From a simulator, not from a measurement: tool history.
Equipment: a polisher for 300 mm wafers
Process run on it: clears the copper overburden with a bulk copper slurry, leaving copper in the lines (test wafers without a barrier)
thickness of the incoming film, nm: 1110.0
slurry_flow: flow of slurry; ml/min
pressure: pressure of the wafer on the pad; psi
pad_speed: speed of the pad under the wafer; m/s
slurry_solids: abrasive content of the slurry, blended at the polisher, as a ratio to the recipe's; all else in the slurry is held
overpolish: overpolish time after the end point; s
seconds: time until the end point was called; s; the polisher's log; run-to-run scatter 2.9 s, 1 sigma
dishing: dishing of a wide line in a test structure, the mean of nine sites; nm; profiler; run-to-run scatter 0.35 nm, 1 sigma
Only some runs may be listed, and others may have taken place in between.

run  hour  slurry_flow  pressure  pad_speed  slurry_solids  overpolish  seconds  dishing
  1     0          165       3.2        1.4              1          10    65.75   31.185
  2   2.2          165       2.7       1.28              1           8   80.958   28.953
  3   9.3          170       2.3       1.14              1           7    102.1   25.188
  4  12.9          170       2.3       1.14              1           3   102.21   15.958
  5  15.3          170       2.1       1.08              1           4   114.79   17.699
  6  23.1          170       2.1       1.08              1           3   112.88   14.305
  7  25.3          170       1.4       0.98              1           8   176.13   21.273
  8  28.8          175       1.7       1.04              1          10   142.68   25.091
  9    30          180       1.6       1.04              1          10   152.52   24.868
 10  32.4          185       1.6       1.04              1          10   143.61   25.229

What does the tool deliver on the next run?
 11  34.6          185       1.5       1.04              1          10        ?        ?

seconds: 157.42 s
dishing: 24.799 nm
